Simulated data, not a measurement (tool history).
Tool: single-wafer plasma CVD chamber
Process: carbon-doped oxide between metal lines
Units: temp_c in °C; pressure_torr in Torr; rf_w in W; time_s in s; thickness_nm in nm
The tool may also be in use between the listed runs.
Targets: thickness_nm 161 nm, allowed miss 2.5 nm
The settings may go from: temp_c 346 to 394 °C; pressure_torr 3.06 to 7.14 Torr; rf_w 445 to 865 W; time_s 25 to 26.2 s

run  hour  temp_c  pressure_torr  rf_w  time_s  thickness_nm
  1     0     370            5.1   655    26.2        142.88
  2   8.5     370            5.1   655    26.2        143.42
  3   9.9     370            5.1   690    26.2        147.02
  4  14.3     370           4.34   690    26.2        142.73
  5  21.3     370           4.34   690      25        135.51
  6  23.4     366           4.34   690      25        137.93
  7  31.3     366           4.34   690      25        137.42
  8  37.2     364           5.01   705      25        142.83
  9  38.1     355           6.03   775    25.1         157.4

Which of these 5 next moves meets every target?
  A    39     361           5.08   720    25.8             ?
  B    39     365           6.43   765      25             ?
  C    39     367           6.75   720    25.1             ?
  D    39     346           5.24   850    25.2             ?
  E    39     359           5.86   800    25.5             ?

move  thickness_nm
   A        150.86
   B        154.14
   C        150.11
   D        166.67
   E        161.17
A: further off than the last run
B: further off than the last run
C: further off than the last run
D: takes the result that was furthest off past its target
E: meets every target
The right move is E.
